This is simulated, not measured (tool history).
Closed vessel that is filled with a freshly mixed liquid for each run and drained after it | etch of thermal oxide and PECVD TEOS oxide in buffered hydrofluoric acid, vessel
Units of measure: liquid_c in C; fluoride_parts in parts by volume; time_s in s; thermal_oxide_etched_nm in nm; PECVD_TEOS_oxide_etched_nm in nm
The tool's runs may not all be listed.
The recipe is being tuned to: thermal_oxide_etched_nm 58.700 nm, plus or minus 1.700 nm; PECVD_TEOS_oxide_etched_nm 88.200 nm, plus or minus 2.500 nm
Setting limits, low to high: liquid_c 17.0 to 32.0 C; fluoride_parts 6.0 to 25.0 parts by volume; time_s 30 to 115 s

| run | hour | liquid_c | fluoride_parts | time_s | thermal_oxide_etched_nm | PECVD_TEOS_oxide_etched_nm |
|---|---|---|---|---|---|---|
| 1 | 0.0 | 24.0 | 15.5 | 60 | 44.352 | 66.591 |
| 2 | 6.2 | 24.0 | 15.5 | 40 | 29.722 | 43.731 |
| 3 | 13.0 | 26.5 | 14.0 | 40 | 36.559 | 56.279 |
| 4 | 13.6 | 26.5 | 14.0 | 60 | 55.980 | 84.437 |
| 5 | 18.8 | 26.5 | 14.0 | 70 | 66.087 | 95.931 |
| 6 | 20.5 | 26.5 | 10.5 | 70 | 84.937 | 129.840 |
| 7 | 23.7 | 26.5 | 10.5 | 70 | 86.423 | 127.310 |
| 8 | 28.2 | 24.5 | 10.5 | 70 | 78.282 | 115.920 |
| 9 | 32.7 | 23.0 | 10.5 | 70 | 71.995 | 106.220 |
| 10 | 38.3 | 22.0 | 10.5 | 70 | 67.822 | 101.980 |
| 11 | 45.3 | 21.0 | 10.5 | 70 | 63.909 | 96.196 |
| 12 | 48.9 | 20.5 | 10.5 | 70 | 62.096 | 93.680 |

4 candidate next runs follow, results not yet known. Just one meets every target within its allowed miss. Identify it.
| A | 52.5 | 25.0 | 16.0 | 85 | ? | ? |
| B | 52.5 | 26.5 | 20.5 | 105 | ? | ? |
| C | 52.5 | 22.5 | 16.0 | 100 | ? | ? |
| D | 52.5 | 19.5 | 6.5 | 45 | ? | ? |

| move | thermal_oxide_etched_nm | PECVD_TEOS_oxide_etched_nm |
|---|---|---|
| A | 64.336 | 96.206 |
| B | 68.028 | 101.730 |
| C | 66.010 | 98.708 |
| D | 59.590 | 89.108 |
A: its largest miss is bigger than the last run's
B: its largest miss is bigger than the last run's
C: its largest miss is bigger than the last run's
D: meets every target
Move D is the one to make.

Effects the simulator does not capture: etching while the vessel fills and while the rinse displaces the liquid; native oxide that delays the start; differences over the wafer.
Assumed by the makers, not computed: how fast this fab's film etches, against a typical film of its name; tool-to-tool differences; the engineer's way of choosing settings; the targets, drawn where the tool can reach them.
